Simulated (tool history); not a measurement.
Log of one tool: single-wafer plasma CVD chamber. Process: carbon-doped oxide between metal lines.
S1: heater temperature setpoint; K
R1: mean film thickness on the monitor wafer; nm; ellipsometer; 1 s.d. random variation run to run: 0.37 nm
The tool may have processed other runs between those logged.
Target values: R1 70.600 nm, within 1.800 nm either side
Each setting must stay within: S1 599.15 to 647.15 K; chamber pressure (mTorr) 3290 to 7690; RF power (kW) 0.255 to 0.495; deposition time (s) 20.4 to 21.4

run 1 hour=0.0 | S1=623.15 chamber_pressure_(mTorr)=5490 RF_power_(kW)=0.375 deposition_time_(s)=21.4 | R1=92.071
run 2 hour=6.1 | S1=633.15 chamber_pressure_(mTorr)=5490 RF_power_(kW)=0.375 deposition_time_(s)=21.4 | R1=89.087
run 3 hour=11.6 | S1=633.15 chamber_pressure_(mTorr)=5110 RF_power_(kW)=0.375 deposition_time_(s)=21.4 | R1=88.447
run 4 hour=14.7 | S1=633.15 chamber_pressure_(mTorr)=5110 RF_power_(kW)=0.375 deposition_time_(s)=20.4 | R1=84.182
run 5 hour=19.8 | S1=633.15 chamber_pressure_(mTorr)=5110 RF_power_(kW)=0.345 deposition_time_(s)=20.4 | R1=78.098
-- hour=23.7 capacitance manometer re-zeroed and calibrated
run 6 hour=23.7 | S1=634.15 chamber_pressure_(mTorr)=4900 RF_power_(kW)=0.340 deposition_time_(s)=20.4 | R1=75.163
run 7 hour=26.0 | S1=635.15 chamber_pressure_(mTorr)=4720 RF_power_(kW)=0.340 deposition_time_(s)=20.4 | R1=74.802
run 8 hour=30.0 | S1=636.15 chamber_pressure_(mTorr)=4550 RF_power_(kW)=0.340 deposition_time_(s)=20.4 | R1=74.032

Which one of the following 5 next-run settings gets every result inside its allowed miss? There is exactly one.
run A hour=34.0 | S1=636.15 chamber_pressure_(mTorr)=4890 RF_power_(kW)=0.300 deposition_time_(s)=20.4 | R1=?
run B hour=34.0 | S1=641.15 chamber_pressure_(mTorr)=4340 RF_power_(kW)=0.365 deposition_time_(s)=20.5 | R1=?
run C hour=34.0 | S1=647.15 chamber_pressure_(mTorr)=5320 RF_power_(kW)=0.330 deposition_time_(s)=20.4 | R1=?
run D hour=34.0 | S1=631.15 chamber_pressure_(mTorr)=4830 RF_power_(kW)=0.360 deposition_time_(s)=20.4 | R1=?
run E hour=34.0 | S1=626.15 chamber_pressure_(mTorr)=3810 RF_power_(kW)=0.345 deposition_time_(s)=20.4 | R1=?

move=A R1=65.350
move=B R1=78.161
move=C R1=70.962
move=D R1=79.831
move=E R1=75.742
A: takes the biggest miss from the last run beyond its target
B: further off than the last run
C: all results in spec
D: further off than the last run
E: further off than the last run
So the answer is move C, the one that meets all the targets.

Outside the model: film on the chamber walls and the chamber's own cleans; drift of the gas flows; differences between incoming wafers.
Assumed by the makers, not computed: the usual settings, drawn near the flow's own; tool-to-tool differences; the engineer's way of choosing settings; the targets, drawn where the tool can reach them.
